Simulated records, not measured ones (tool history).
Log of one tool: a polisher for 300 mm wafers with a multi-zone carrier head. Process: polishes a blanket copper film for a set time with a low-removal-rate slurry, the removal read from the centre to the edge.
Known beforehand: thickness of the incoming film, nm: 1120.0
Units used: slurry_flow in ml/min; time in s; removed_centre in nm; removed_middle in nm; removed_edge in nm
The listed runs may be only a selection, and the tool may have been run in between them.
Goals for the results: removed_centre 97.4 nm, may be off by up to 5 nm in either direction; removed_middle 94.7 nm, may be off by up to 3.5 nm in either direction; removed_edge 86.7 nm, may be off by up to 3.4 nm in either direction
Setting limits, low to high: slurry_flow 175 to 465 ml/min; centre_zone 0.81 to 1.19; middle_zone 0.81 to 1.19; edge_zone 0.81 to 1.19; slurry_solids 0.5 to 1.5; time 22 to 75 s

{"run": 1, "day": 0.0, "slurry_flow": 295, "centre_zone": 1, "middle_zone": 1, "edge_zone": 1, "slurry_solids": 1, "time": 48, "removed_centre": 138.6, "removed_middle": 134.67, "removed_edge": 139.18}
{"run": 2, "day": 0.112, "slurry_flow": 295, "centre_zone": 1.01, "middle_zone": 1.01, "edge_zone": 0.97, "slurry_solids": 0.9, "time": 45, "removed_centre": 127.55, "removed_middle": 126.97, "removed_edge": 122.42}
{"run": 3, "day": 0.15, "slurry_flow": 295, "centre_zone": 1.01, "middle_zone": 0.99, "edge_zone": 0.95, "slurry_solids": 0.8, "time": 44, "removed_centre": 116.45, "removed_middle": 117.19, "removed_edge": 115.72}
{"run": 4, "day": 0.4, "slurry_flow": 295, "centre_zone": 1.03, "middle_zone": 0.99, "edge_zone": 0.93, "slurry_solids": 0.75, "time": 43, "removed_centre": 117.73, "removed_middle": 110.24, "removed_edge": 109.37}
{"run": 5, "day": 0.496, "slurry_flow": 295, "centre_zone": 1.03, "middle_zone": 1, "edge_zone": 0.91, "slurry_solids": 0.7, "time": 42, "removed_centre": 109.36, "removed_middle": 107.8, "removed_edge": 100.95}
{"run": 6, "day": 0.567, "slurry_flow": 295, "centre_zone": 1.03, "middle_zone": 1, "edge_zone": 0.97, "slurry_solids": 0.7, "time": 42, "removed_centre": 109.81, "removed_middle": 107.14, "removed_edge": 105.1}
{"run": 7, "day": 0.833, "slurry_flow": 295, "centre_zone": 1.03, "middle_zone": 1, "edge_zone": 0.95, "slurry_solids": 0.65, "time": 41, "removed_centre": 103.38, "removed_middle": 102.37, "removed_edge": 98.414}
{"run": 8, "day": 0.867, "slurry_flow": 295, "centre_zone": 1.04, "middle_zone": 1, "edge_zone": 0.94, "slurry_solids": 0.6, "time": 41, "removed_centre": 99.76, "removed_middle": 97.177, "removed_edge": 93.893}
{"run": 9, "day": 1.121, "slurry_flow": 295, "centre_zone": 1.05, "middle_zone": 1.01, "edge_zone": 0.93, "slurry_solids": 0.6, "time": 41, "removed_centre": 101.73, "removed_middle": 100.43, "removed_edge": 95.358}
{"run": 10, "day": 1.296, "slurry_flow": 295, "centre_zone": 1.05, "middle_zone": 1.01, "edge_zone": 0.92, "slurry_solids": 0.6, "time": 41, "removed_centre": 101.9, "removed_middle": 99.201, "removed_edge": 92.065}
{"run": 11, "day": 1.667, "slurry_flow": 290, "centre_zone": 1.05, "middle_zone": 1.01, "edge_zone": 0.92, "slurry_solids": 0.6, "time": 41, "removed_centre": 103.33, "removed_middle": 98.438, "removed_edge": 94.531}
{"run": 12, "day": 1.854, "slurry_flow": 310, "centre_zone": 1.04, "middle_zone": 1.02, "edge_zone": 0.85, "slurry_solids": 0.5, "time": 39, "removed_centre": 89.928, "removed_middle": 88.548, "removed_edge": 81.093}
{"run": 13, "day": 2.071, "slurry_flow": 310, "centre_zone": 1.05, "middle_zone": 1.02, "edge_zone": 0.86, "slurry_solids": 0.5, "time": 39, "removed_centre": 89.492, "removed_middle": 87.118, "removed_edge": 79.23}
{"run": 14, "day": 2.092, "slurry_flow": 310, "centre_zone": 1.06, "middle_zone": 1.02, "edge_zone": 0.87, "slurry_solids": 0.5, "time": 39, "removed_centre": 90.485, "removed_middle": 85.008, "removed_edge": 82.583}
{"run": 15, "day": 2.462, "slurry_flow": 295, "centre_zone": 1.06, "middle_zone": 1.02, "edge_zone": 0.88, "slurry_solids": 0.5, "time": 39, "removed_centre": 92.255, "removed_middle": 85.589, "removed_edge": 80.584}
{"run": 16, "day": 2.671, "slurry_flow": 300, "centre_zone": 1.06, "middle_zone": 1.03, "edge_zone": 0.89, "slurry_solids": 0.5, "time": 39, "removed_centre": 89.919, "removed_middle": 88.319, "removed_edge": 81.898}
{"run": 17, "day": 2.746, "slurry_flow": 300, "centre_zone": 1.07, "middle_zone": 1.03, "edge_zone": 0.89, "slurry_solids": 0.5, "time": 39, "removed_centre": 90.365, "removed_middle": 86.907, "removed_edge": 81.18}

Exercise: of the 5 proposed moves below, exactly one satisfies all targets within the stated allowed misses. Which move is it?
{"run": "A", "day": 2.821, "slurry_flow": 380, "centre_zone": 1, "middle_zone": 0.91, "edge_zone": 1.1, "slurry_solids": 0.5, "time": 38, "removed_centre": "?", "removed_middle": "?", "removed_edge": "?"}
{"run": "B", "day": 2.821, "slurry_flow": 200, "centre_zone": 1.06, "middle_zone": 1.14, "edge_zone": 0.81, "slurry_solids": 0.55, "time": 36, "removed_centre": "?", "removed_middle": "?", "removed_edge": "?"}
{"run": "C", "day": 2.821, "slurry_flow": 315, "centre_zone": 1.17, "middle_zone": 0.82, "edge_zone": 0.81, "slurry_solids": 0.65, "time": 35, "removed_centre": "?", "removed_middle": "?", "removed_edge": "?"}
{"run": "D", "day": 2.821, "slurry_flow": 275, "centre_zone": 1.05, "middle_zone": 1.02, "edge_zone": 0.85, "slurry_solids": 0.5, "time": 43, "removed_centre": "?", "removed_middle": "?", "removed_edge": "?"}
{"run": "E", "day": 2.821, "slurry_flow": 335, "centre_zone": 1.07, "middle_zone": 0.85, "edge_zone": 0.9, "slurry_solids": 0.5, "time": 41, "removed_centre": "?", "removed_middle": "?", "removed_edge": "?"}

move=A removed_centre=82.108 removed_middle=79.276 removed_edge=87.983
move=B removed_centre=79.396 removed_middle=88.191 removed_edge=71.153
move=C removed_centre=97.666 removed_middle=74.204 removed_edge=78.142
move=D removed_centre=94.223 removed_middle=95.646 removed_edge=85.825
move=E removed_centre=93.557 removed_middle=79.957 removed_edge=85.519
A: the biggest miss grows against the last run
B: the biggest miss grows against the last run
C: the biggest miss grows against the last run
D: each result inside its tolerance
E: the biggest miss grows against the last run
Correct choice: D, which meets every target

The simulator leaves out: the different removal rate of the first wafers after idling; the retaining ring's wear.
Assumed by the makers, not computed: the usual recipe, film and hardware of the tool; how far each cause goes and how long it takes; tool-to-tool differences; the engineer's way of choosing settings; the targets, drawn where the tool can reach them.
